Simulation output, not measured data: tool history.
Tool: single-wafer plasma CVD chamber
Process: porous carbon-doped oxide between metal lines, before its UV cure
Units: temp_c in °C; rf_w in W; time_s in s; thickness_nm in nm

run  hour  temp_c  rf_w  time_s  thickness_nm
  1   0.0     295   395    20.5        83.616
  2   6.1     295   415    20.5        86.573
  3   7.6     295   415    21.1        89.741
  4  11.0     301   375    20.9        78.218
  5  12.2     301   375    20.5        76.621
  6  15.1     292   375    20.5        80.299
  7  22.8     298   350    20.5        73.300
  8  30.3     310   285    20.5        55.924
  9  30.9     309   285    20.5        56.405

Run 10 comes next. What will it give?
 10  32.9     308   285    20.5             ?

Run 10 gave thickness_nm 55.863 nm.
